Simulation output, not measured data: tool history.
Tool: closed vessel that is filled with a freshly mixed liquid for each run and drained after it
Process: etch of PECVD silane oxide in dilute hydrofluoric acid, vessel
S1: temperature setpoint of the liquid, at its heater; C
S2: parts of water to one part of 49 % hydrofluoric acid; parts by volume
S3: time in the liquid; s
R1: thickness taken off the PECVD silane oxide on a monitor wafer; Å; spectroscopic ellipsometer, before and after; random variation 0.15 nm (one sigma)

run    day    S1   S2  S3      R1
  1      0    23  100  30  100.43
  2  0.225  21.5  100  30  94.429
  3  0.367  21.5   85  30  111.81
  4  0.562    18   85  30  97.123
  5  0.612    22   75  30  132.92
  6  0.779    25   75  30  147.99
  7  0.812    27   70  30  174.13
  8  1.104  28.5   70  30  184.56

Run 9 comes next. What will it give?
  9  1.167  29.5  70  30   ?

R1: 190.45 Å
